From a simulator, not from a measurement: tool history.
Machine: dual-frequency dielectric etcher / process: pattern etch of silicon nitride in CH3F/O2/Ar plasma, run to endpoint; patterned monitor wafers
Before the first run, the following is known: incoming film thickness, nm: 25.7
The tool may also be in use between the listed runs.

Run 1, hour 0: source power (kW) 0.47, bias power (kW) 0.075. Result: endpoint time (s) 36.295.
Run 2, hour 0.7: source power (kW) 0.53, bias power (kW) 0.075. Result: endpoint time (s) 34.639.
Run 3, hour 9.4: source power (kW) 0.5, bias power (kW) 0.073. Result: endpoint time (s) 35.832.
Run 4, hour 16.3: source power (kW) 0.5, bias power (kW) 0.065. Result: endpoint time (s) 37.154.
Run 5, hour 21.7: source power (kW) 0.48, bias power (kW) 0.064. Result: endpoint time (s) 37.94.
Run 6, hour 27.8: source power (kW) 0.53, bias power (kW) 0.064. Result: endpoint time (s) 35.925.
At hour 35.8: source power generator calibrated.
Run 7, hour 35.8: source power (kW) 0.51, bias power (kW) 0.063. Result: endpoint time (s) 36.605.
Run 8, hour 39.3: source power (kW) 0.49, bias power (kW) 0.062. Result: endpoint time (s) 37.443.
Run 9, hour 44.2: source power (kW) 0.47, bias power (kW) 0.061. Result: endpoint time (s) 38.062.

Expected results for the next run?
Run 10, hour 51.7: source power (kW) 0.45, bias power (kW) 0.06. Result: endpoint time (s) ?.

endpoint time (s): 38.934
